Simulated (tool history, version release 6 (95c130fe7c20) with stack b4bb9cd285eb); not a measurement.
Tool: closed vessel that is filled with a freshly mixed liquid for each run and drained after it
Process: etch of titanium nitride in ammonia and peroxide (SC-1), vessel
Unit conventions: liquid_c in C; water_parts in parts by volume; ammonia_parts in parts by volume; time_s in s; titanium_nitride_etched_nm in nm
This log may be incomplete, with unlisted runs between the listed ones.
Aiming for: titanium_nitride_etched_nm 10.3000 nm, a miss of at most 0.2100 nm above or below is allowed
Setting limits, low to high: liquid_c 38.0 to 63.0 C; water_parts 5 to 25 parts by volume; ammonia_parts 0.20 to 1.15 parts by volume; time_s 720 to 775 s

run 1 hour=0.0 | liquid_c=47.0 water_parts=14 ammonia_parts=0.65 time_s=720 | titanium_nitride_etched_nm=16.1820
run 2 hour=3.6 | liquid_c=41.0 water_parts=14 ammonia_parts=0.65 time_s=720 | titanium_nitride_etched_nm=10.5270
run 3 hour=8.0 | liquid_c=38.0 water_parts=14 ammonia_parts=0.65 time_s=720 | titanium_nitride_etched_nm=8.4887
run 4 hour=12.3 | liquid_c=38.0 water_parts=14 ammonia_parts=0.75 time_s=720 | titanium_nitride_etched_nm=8.6425
run 5 hour=16.4 | liquid_c=38.5 water_parts=14 ammonia_parts=0.75 time_s=720 | titanium_nitride_etched_nm=8.8730
run 6 hour=22.4 | liquid_c=39.0 water_parts=14 ammonia_parts=0.75 time_s=720 | titanium_nitride_etched_nm=9.3603
run 7 hour=23.8 | liquid_c=39.5 water_parts=14 ammonia_parts=0.75 time_s=720 | titanium_nitride_etched_nm=9.6731
run 8 hour=29.8 | liquid_c=40.0 water_parts=14 ammonia_parts=0.75 time_s=720 | titanium_nitride_etched_nm=9.9593

Next run, 4 choices. One meets every target within its allowed miss, the rest don't. Which?
run A hour=35.8 | liquid_c=39.0 water_parts=14 ammonia_parts=0.80 time_s=740 | titanium_nitride_etched_nm=?
run B hour=35.8 | liquid_c=40.0 water_parts=17 ammonia_parts=1.05 time_s=735 | titanium_nitride_etched_nm=?
run C hour=35.8 | liquid_c=38.0 water_parts=10 ammonia_parts=0.70 time_s=735 | titanium_nitride_etched_nm=?
run D hour=35.8 | liquid_c=38.0 water_parts=11 ammonia_parts=0.50 time_s=775 | titanium_nitride_etched_nm=?

move=A titanium_nitride_etched_nm=9.6482
move=B titanium_nitride_etched_nm=9.7449
move=C titanium_nitride_etched_nm=10.3710
move=D titanium_nitride_etched_nm=9.8180
A: the biggest miss grows against the last run
B: the biggest miss grows against the last run
C: all results land within tolerance of their targets
D: the biggest miss grows against the last run
The right move is C.

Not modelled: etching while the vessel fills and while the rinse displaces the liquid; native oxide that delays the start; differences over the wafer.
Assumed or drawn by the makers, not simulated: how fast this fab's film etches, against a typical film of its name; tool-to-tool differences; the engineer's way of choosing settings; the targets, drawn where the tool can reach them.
